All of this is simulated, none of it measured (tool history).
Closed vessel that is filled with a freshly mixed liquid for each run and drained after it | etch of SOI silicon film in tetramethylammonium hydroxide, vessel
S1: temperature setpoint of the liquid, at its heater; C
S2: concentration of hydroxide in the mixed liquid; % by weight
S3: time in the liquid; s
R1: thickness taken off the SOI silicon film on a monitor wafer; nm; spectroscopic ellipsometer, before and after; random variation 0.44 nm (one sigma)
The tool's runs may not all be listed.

Run 1, hour 0: S1 60 C, S2 19.5 % by weight, S3 30 s. Result: R1 95.037 nm.
Run 2, hour 5.4: S1 57 C, S2 19.5 % by weight, S3 30 s. Result: R1 78.871 nm.
Run 3, hour 10.7: S1 57 C, S2 19.5 % by weight, S3 30 s. Result: R1 78.106 nm.
Run 4, hour 18.1: S1 57 C, S2 19.5 % by weight, S3 30 s. Result: R1 77.512 nm.
Run 5, hour 20.3: S1 57 C, S2 19.5 % by weight, S3 30 s. Result: R1 77.942 nm.
Run 6, hour 25.7: S1 55.5 C, S2 19.5 % by weight, S3 30 s. Result: R1 72.184 nm.
Run 7, hour 34.2: S1 54 C, S2 19.5 % by weight, S3 30 s. Result: R1 65.183 nm.
Run 8, hour 38.6: S1 53 C, S2 19.5 % by weight, S3 30 s. Result: R1 60.919 nm.

Run 9 comes next. What will it give?
Run 9, hour 43.5: S1 52.5 C, S2 19.5 % by weight, S3 30 s. Result: R1 ?.

R1: 59.397 nm
